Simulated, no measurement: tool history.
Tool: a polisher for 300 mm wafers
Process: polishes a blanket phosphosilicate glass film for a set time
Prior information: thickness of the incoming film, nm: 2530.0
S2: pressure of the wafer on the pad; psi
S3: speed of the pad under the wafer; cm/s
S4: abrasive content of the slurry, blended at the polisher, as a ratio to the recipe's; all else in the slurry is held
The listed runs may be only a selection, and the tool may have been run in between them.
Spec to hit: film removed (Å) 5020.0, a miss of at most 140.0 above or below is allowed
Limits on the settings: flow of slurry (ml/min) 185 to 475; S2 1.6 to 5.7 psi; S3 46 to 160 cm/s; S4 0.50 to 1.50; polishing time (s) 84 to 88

run 1 hour=0.0 | flow_of_slurry_(ml/min)=305 S2=3.6 S3=102 S4=1.00 polishing_time_(s)=84 | film_removed_(Å)=9283.2
run 2 hour=4.5 | flow_of_slurry_(ml/min)=305 S2=3.6 S3=102 S4=1.00 polishing_time_(s)=88 | film_removed_(Å)=9672.8
run 3 hour=11.5 | flow_of_slurry_(ml/min)=305 S2=3.6 S3=102 S4=1.00 polishing_time_(s)=84 | film_removed_(Å)=9217.7
run 4 hour=13.9 | flow_of_slurry_(ml/min)=305 S2=3.6 S3=78 S4=1.00 polishing_time_(s)=84 | film_removed_(Å)=7573.7
run 5 hour=18.6 | flow_of_slurry_(ml/min)=305 S2=3.6 S3=78 S4=0.80 polishing_time_(s)=84 | film_removed_(Å)=6980.3
run 6 hour=27.5 | flow_of_slurry_(ml/min)=305 S2=3.6 S3=78 S4=0.60 polishing_time_(s)=84 | film_removed_(Å)=6319.0
run 7 hour=30.4 | flow_of_slurry_(ml/min)=305 S2=3.4 S3=78 S4=0.60 polishing_time_(s)=84 | film_removed_(Å)=5825.7
run 8 hour=34.6 | flow_of_slurry_(ml/min)=305 S2=3.3 S3=78 S4=0.60 polishing_time_(s)=84 | film_removed_(Å)=5673.4
run 9 hour=39.5 | flow_of_slurry_(ml/min)=305 S2=3.2 S3=78 S4=0.60 polishing_time_(s)=84 | film_removed_(Å)=5614.0
-- hour=41.5 worn pad replaced by a new one
run 10 hour=41.5 | flow_of_slurry_(ml/min)=305 S2=3.2 S3=78 S4=0.60 polishing_time_(s)=84 | film_removed_(Å)=6065.3
run 11 hour=44.9 | flow_of_slurry_(ml/min)=300 S2=2.4 S3=78 S4=0.60 polishing_time_(s)=84 | film_removed_(Å)=4517.8

Exercise: of the 5 proposed moves below, exactly one satisfies all targets within the stated allowed misses. Which move is it?
run A hour=48.3 | flow_of_slurry_(ml/min)=325 S2=2.3 S3=84 S4=0.55 polishing_time_(s)=88 | film_removed_(Å)=?
run B hour=48.3 | flow_of_slurry_(ml/min)=255 S2=2.5 S3=78 S4=0.65 polishing_time_(s)=88 | film_removed_(Å)=?
run C hour=48.3 | flow_of_slurry_(ml/min)=300 S2=2.4 S3=70 S4=0.60 polishing_time_(s)=84 | film_removed_(Å)=?
run D hour=48.3 | flow_of_slurry_(ml/min)=220 S2=2.3 S3=88 S4=0.60 polishing_time_(s)=88 | film_removed_(Å)=?
run E hour=48.3 | flow_of_slurry_(ml/min)=345 S2=2.7 S3=58 S4=0.80 polishing_time_(s)=85 | film_removed_(Å)=?

move=A film_removed_(Å)=4682.5
move=B film_removed_(Å)=4996.0
move=C film_removed_(Å)=4206.8
move=D film_removed_(Å)=4789.3
move=E film_removed_(Å)=4732.8
A: closer than the last run, but not yet in spec
B: every result lands within tolerance
C: misses by more than the last run did
D: closer than the last run, but not yet in spec
E: closer than the last run, but not yet in spec
So the answer is move B, the one that meets all the targets.
